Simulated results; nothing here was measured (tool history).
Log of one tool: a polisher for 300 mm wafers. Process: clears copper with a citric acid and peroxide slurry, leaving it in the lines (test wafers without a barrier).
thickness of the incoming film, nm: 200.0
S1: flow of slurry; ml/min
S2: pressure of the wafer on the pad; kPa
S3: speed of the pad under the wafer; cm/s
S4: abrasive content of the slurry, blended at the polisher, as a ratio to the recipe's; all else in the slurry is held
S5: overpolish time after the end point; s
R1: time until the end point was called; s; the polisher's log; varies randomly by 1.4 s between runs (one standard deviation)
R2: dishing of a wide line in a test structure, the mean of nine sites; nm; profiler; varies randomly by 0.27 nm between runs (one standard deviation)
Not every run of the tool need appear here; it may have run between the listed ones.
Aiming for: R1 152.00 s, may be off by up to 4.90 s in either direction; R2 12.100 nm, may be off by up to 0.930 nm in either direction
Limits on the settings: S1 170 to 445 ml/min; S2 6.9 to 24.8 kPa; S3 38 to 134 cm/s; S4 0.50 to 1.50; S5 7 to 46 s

run	hour	S1	S2	S3	S4	S5	R1	R2
1	0.0	285	15.9	86	1.00	24	107.26	27.346
2	4.6	285	15.9	86	1.15	24	105.42	27.683
3	6.2	285	15.2	86	1.15	22	110.10	24.496
4	9.8	285	14.5	86	1.15	21	113.05	23.410
5	18.2	285	13.8	86	1.15	20	120.54	21.754
6	23.2	285	13.8	100	1.15	20	105.37	23.427
7	29.5	285	13.1	100	1.15	19	111.09	21.798
8	31.8	285	12.4	100	1.15	18	117.85	18.645
9	35.7	285	11.7	100	1.15	18	123.72	19.010
10	41.5	285	11.7	100	1.15	17	121.54	18.266
11	50.3	285	11.0	100	1.15	16	132.62	16.621
12	52.4	285	11.0	100	1.15	15	133.05	14.407
13	55.9	285	10.3	100	1.15	14	139.68	13.260

4 next moves are on the table. One of them brings every result within its allowed miss. Which?
A	59.4	295	10.3	90	1.30	16	?	?
B	59.4	300	9.7	100	1.05	14	?	?
C	59.4	305	11.0	106	1.05	11	?	?
D	59.4	280	10.3	98	1.00	18	?	?

move	R1	R2
A	148.18	14.478
B	150.79	12.545
C	126.31	11.850
D	145.49	16.417
A: the furthest-off result lands on target, but another misses its tolerance
B: all results land within tolerance of their targets
C: lands further from the targets than the last run did
D: lands further from the targets than the last run did
B meets every target.

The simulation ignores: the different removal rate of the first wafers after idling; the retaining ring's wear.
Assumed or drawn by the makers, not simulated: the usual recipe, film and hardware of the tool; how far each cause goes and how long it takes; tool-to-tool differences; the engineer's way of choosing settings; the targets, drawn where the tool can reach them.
